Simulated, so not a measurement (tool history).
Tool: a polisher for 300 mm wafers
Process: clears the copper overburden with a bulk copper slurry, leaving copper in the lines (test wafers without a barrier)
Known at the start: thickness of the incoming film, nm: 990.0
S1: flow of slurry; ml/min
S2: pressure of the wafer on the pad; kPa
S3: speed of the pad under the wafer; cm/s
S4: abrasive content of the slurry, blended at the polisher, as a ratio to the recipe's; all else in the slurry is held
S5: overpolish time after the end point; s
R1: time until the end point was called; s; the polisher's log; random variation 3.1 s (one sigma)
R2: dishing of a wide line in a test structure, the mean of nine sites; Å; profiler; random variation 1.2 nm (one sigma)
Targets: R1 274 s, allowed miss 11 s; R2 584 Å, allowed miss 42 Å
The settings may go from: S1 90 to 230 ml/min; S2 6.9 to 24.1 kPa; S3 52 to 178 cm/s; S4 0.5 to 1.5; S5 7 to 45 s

run	hour	S1	S2	S3	S4	S5	R1	R2
1	0	150	15.2	114	1	23	144.89	705.8
2	8.8	175	15.2	114	1	23	139.18	718.01
3	14.5	175	15.2	124	1	23	130.01	767.9
4	19.3	170	13.8	122	1	25	144.88	714.8
5	22.7	165	13.1	120	1	27	156.47	686.86
6	26	165	11	120	1	27	181.07	625.66
7	28.3	150	6.9	106	1	36	331.33	494.63
8	35.2	155	6.9	106	1	36	323.29	496.09
9	43.1	160	6.9	106	1	36	325.08	491.96
10	49.3	160	9.7	106	1	38	237.84	638.19

4 next moves are on the table. One of them brings every result within its allowed miss. Which?
A	55.5	180	10.3	86	0.9	36	?	?
B	55.5	155	9.7	84	0.9	30	?	?
C	55.5	165	7.6	112	1.05	27	?	?
D	55.5	215	11	100	1.15	27	?	?

move	R1	R2
A	271.77	604
B	304.58	501.9
C	281.25	472.18
D	208.66	604.7
A: meets every target
B: takes the result that was furthest off past its target
C: brings the result that was furthest off to its target, and leaves another outside
D: further off than the last run
The right move is A.
